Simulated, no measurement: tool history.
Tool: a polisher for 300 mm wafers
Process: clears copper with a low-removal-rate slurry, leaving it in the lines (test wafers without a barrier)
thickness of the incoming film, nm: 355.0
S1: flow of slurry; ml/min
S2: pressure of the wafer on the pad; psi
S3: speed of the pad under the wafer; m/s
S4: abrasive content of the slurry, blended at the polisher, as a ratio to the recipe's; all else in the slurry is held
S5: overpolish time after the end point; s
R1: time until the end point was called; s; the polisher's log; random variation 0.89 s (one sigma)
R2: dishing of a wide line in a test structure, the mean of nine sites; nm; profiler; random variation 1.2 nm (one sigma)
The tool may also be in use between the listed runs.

run    day   S1   S2  S3  S4  S5      R1      R2
  1      0  225    4   1   1  23  83.787  56.283
  2  0.317  225  4.2   1   1  21  81.537  52.394
  3  0.471  225  5.2   1   1  21  66.151  64.418
  4  0.588  225  5.2   1   1  30  66.049  79.242
  5  0.946  225  5.2   1   1  26  65.321  72.112
  6  1.096  225  5.2   1   1  23  64.237  68.965

The next listed run, before its measurement:
  7  1.233  225  5.2   1   1  21   ?   ?

Run 7 gave R1 67.702 s, R2 64.166 nm.
